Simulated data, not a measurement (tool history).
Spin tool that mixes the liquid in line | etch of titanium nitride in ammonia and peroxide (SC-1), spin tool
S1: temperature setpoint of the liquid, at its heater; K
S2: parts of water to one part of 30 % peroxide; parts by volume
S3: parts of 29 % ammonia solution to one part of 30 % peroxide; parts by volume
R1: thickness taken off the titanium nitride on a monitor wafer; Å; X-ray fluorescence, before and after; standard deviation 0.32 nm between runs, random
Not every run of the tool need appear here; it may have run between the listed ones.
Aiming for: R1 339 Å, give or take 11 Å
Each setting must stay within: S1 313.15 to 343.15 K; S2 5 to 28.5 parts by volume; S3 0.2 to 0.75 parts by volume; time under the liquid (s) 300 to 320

Run 1, hour 0: S1 329.15 K, S2 15.5 parts by volume, S3 0.45 parts by volume, time under the liquid (s) 300. Result: R1 210.99 Å.
Run 2, hour 2.9: S1 329.15 K, S2 15.5 parts by volume, S3 0.45 parts by volume, time under the liquid (s) 320. Result: R1 220.41 Å.
Run 3, hour 7.3: S1 330.15 K, S2 15.5 parts by volume, S3 0.45 parts by volume, time under the liquid (s) 320. Result: R1 238.93 Å.
Run 4, hour 11.3: S1 331.15 K, S2 15.5 parts by volume, S3 0.45 parts by volume, time under the liquid (s) 320. Result: R1 253.02 Å.
Run 5, hour 14.9: S1 328.15 K, S2 15.5 parts by volume, S3 0.45 parts by volume, time under the liquid (s) 320. Result: R1 209.33 Å.
Run 6, hour 20.5: S1 329.65 K, S2 15.5 parts by volume, S3 0.45 parts by volume, time under the liquid (s) 320. Result: R1 230.83 Å.
Run 7, hour 24.1: S1 330.65 K, S2 15.5 parts by volume, S3 0.45 parts by volume, time under the liquid (s) 320. Result: R1 249.57 Å.
Run 8, hour 25.4: S1 336.15 K, S2 15.5 parts by volume, S3 0.45 parts by volume, time under the liquid (s) 320. Result: R1 350.41 Å.

5 next moves are on the table. One of them brings every result within its allowed miss. Which?
Run A, hour 26.7: S1 338.65 K, S2 16 parts by volume, S3 0.4 parts by volume, time under the liquid (s) 300. Result: R1 ?.
Run B, hour 26.7: S1 336.15 K, S2 14 parts by volume, S3 0.45 parts by volume, time under the liquid (s) 320. Result: R1 ?.
Run C, hour 26.7: S1 336.15 K, S2 14 parts by volume, S3 0.4 parts by volume, time under the liquid (s) 320. Result: R1 ?.
Run D, hour 26.7: S1 334.65 K, S2 13.5 parts by volume, S3 0.4 parts by volume, time under the liquid (s) 320. Result: R1 ?.
Run E, hour 26.7: S1 335.15 K, S2 14 parts by volume, S3 0.55 parts by volume, time under the liquid (s) 320. Result: R1 ?.

move      R1
   A  372.25
   B  372.11
   C  364.15
   D  337.09
   E  361.72
A: misses by more than the last run did
B: misses by more than the last run did
C: misses by more than the last run did
D: every result within its allowed miss
E: misses by more than the last run did
Move D is the one to make.
